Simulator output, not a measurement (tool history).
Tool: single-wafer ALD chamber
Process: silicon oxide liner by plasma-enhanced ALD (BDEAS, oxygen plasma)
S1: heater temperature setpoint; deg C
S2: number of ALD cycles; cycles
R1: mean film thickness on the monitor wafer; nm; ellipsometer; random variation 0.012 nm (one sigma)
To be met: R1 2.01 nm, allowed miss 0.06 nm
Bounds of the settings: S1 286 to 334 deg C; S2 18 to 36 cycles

run    day   S1  S2      R1
  1      0  310  27  2.7481
  2  0.312  310  29  2.9312
  3  0.633  311  28    2.82
  4  0.888  312  27  2.7359
  5   1.25  312  29  2.9405
  6  1.579  312  32  3.2163
  7  1.896  324  28  2.7798
  8  2.062  324  27  2.6756
  9  2.179  324  26  2.5835
 10    2.4  324  25  2.4696
 11  2.617  326  21  2.0673

4 next moves are on the table. One of them brings every result within its allowed miss. Which?
  A  2.833  328  22   ?
  B  2.833  322  20   ?
  C  2.833  322  22   ?
  D  2.833  320  22   ?

move      R1
   A   2.163
   B  1.9837
   C   2.182
   D  2.1884
A: further off than the last run
B: meets every target
C: further off than the last run
D: further off than the last run
Answer: B

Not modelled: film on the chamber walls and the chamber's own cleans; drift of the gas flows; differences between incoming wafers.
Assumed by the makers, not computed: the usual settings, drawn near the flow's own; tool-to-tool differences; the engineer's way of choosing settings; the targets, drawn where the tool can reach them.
